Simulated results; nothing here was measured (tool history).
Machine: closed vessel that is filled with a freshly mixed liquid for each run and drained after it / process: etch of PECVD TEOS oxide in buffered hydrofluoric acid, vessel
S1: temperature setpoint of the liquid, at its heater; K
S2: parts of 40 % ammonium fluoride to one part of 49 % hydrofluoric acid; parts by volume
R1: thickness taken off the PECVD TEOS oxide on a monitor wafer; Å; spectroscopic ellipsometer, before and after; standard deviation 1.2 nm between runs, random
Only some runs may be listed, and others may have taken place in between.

{"run": 1, "hour": 0.0, "S1": 293.15, "S2": 14.5, "time in the liquid (s)": 90, "R1": 734.49}
{"run": 2, "hour": 8.0, "S1": 293.15, "S2": 13.0, "time in the liquid (s)": 90, "R1": 828.08}
{"run": 3, "hour": 15.3, "S1": 295.65, "S2": 12.0, "time in the liquid (s)": 90, "R1": 1026.8}
{"run": 4, "hour": 16.3, "S1": 295.65, "S2": 10.5, "time in the liquid (s)": 90, "R1": 1168.2}
{"run": 5, "hour": 18.2, "S1": 297.15, "S2": 10.5, "time in the liquid (s)": 90, "R1": 1254.7}
{"run": 6, "hour": 21.8, "S1": 297.15, "S2": 10.5, "time in the liquid (s)": 90, "R1": 1277.2}
{"run": 7, "hour": 24.0, "S1": 298.15, "S2": 10.5, "time in the liquid (s)": 90, "R1": 1340.6}

Run 8 has not been measured yet. What should we expect?
{"run": 8, "hour": 28.0, "S1": 298.65, "S2": 10.5, "time in the liquid (s)": 90, "R1": "?"}

Run 8 came out at R1 1394.00 Å.

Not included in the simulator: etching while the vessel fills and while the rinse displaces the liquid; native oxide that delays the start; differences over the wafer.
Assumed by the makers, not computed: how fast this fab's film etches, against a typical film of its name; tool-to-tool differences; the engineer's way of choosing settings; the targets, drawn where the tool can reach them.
